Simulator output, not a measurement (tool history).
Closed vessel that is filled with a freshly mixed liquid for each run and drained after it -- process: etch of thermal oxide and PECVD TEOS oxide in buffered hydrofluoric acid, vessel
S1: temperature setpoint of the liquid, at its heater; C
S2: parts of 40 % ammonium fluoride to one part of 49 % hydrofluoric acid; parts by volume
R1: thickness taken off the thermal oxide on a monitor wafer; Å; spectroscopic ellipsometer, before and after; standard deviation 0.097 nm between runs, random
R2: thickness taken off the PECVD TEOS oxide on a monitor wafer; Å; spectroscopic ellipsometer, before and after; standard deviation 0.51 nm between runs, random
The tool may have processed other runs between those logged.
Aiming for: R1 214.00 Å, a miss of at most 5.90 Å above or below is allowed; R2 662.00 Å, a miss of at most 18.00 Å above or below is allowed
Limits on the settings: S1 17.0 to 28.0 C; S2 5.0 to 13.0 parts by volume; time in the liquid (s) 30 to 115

run 1 day=0.000 | S1=20.0 S2=8.0 time_in_the_liquid_(s)=60 | R1=704.68 R2=2176.00
run 2 day=0.367 | S1=22.0 S2=8.0 time_in_the_liquid_(s)=60 | R1=794.35 R2=2439.50
run 3 day=0.496 | S1=20.5 S2=9.5 time_in_the_liquid_(s)=55 | R1=566.78 R2=1747.30
run 4 day=0.729 | S1=20.5 S2=9.5 time_in_the_liquid_(s)=35 | R1=360.94 R2=1107.30
run 5 day=1.108 | S1=18.5 S2=9.5 time_in_the_liquid_(s)=35 | R1=321.72 R2=994.31
run 6 day=1.358 | S1=19.5 S2=9.5 time_in_the_liquid_(s)=35 | R1=341.62 R2=1054.00
run 7 day=1.625 | S1=19.0 S2=10.5 time_in_the_liquid_(s)=35 | R1=303.30 R2=934.95
run 8 day=1.950 | S1=18.5 S2=11.0 time_in_the_liquid_(s)=35 | R1=284.06 R2=874.16
run 9 day=2.158 | S1=18.0 S2=11.5 time_in_the_liquid_(s)=35 | R1=263.11 R2=820.61
run 10 day=2.504 | S1=18.0 S2=12.0 time_in_the_liquid_(s)=35 | R1=254.78 R2=775.05
run 11 day=2.754 | S1=17.5 S2=12.0 time_in_the_liquid_(s)=35 | R1=247.01 R2=772.45
run 12 day=3.108 | S1=17.5 S2=12.5 time_in_the_liquid_(s)=35 | R1=237.23 R2=734.66
run 13 day=3.417 | S1=17.0 S2=13.0 time_in_the_liquid_(s)=35 | R1=220.65 R2=682.94
run 14 day=3.662 | S1=17.0 S2=13.0 time_in_the_liquid_(s)=35 | R1=221.41 R2=685.35
run 15 day=3.950 | S1=17.5 S2=13.0 time_in_the_liquid_(s)=35 | R1=227.31 R2=699.51
run 16 day=4.038 | S1=17.5 S2=13.0 time_in_the_liquid_(s)=35 | R1=227.27 R2=703.72
run 17 day=4.221 | S1=17.0 S2=13.0 time_in_the_liquid_(s)=35 | R1=223.14 R2=690.89
run 18 day=4.371 | S1=17.0 S2=13.0 time_in_the_liquid_(s)=30 | R1=190.96 R2=592.06
run 19 day=4.554 | S1=17.5 S2=13.0 time_in_the_liquid_(s)=30 | R1=195.45 R2=603.09
run 20 day=4.933 | S1=18.0 S2=13.0 time_in_the_liquid_(s)=30 | R1=201.36 R2=622.96
run 21 day=5.054 | S1=18.5 S2=13.0 time_in_the_liquid_(s)=30 | R1=207.75 R2=646.34

Next run, 4 choices. One meets every target within its allowed miss, the rest don't. Which?
run A day=5.175 | S1=17.0 S2=10.5 time_in_the_liquid_(s)=30 | R1=? R2=?
run B day=5.175 | S1=19.0 S2=13.0 time_in_the_liquid_(s)=30 | R1=? R2=?
run C day=5.175 | S1=18.0 S2=13.0 time_in_the_liquid_(s)=30 | R1=? R2=?
run D day=5.175 | S1=20.0 S2=13.0 time_in_the_liquid_(s)=30 | R1=? R2=?

move=A R1=233.84 R2=730.53
move=B R1=212.58 R2=664.12
move=C R1=200.88 R2=627.58
move=D R1=224.88 R2=702.53
A: moves the result that the last run missed by most past its target, out the other side
B: hits every target within its allowed miss
C: moves away from the targets compared with the last run
D: moves the result that the last run missed by most past its target, out the other side
B meets every target.
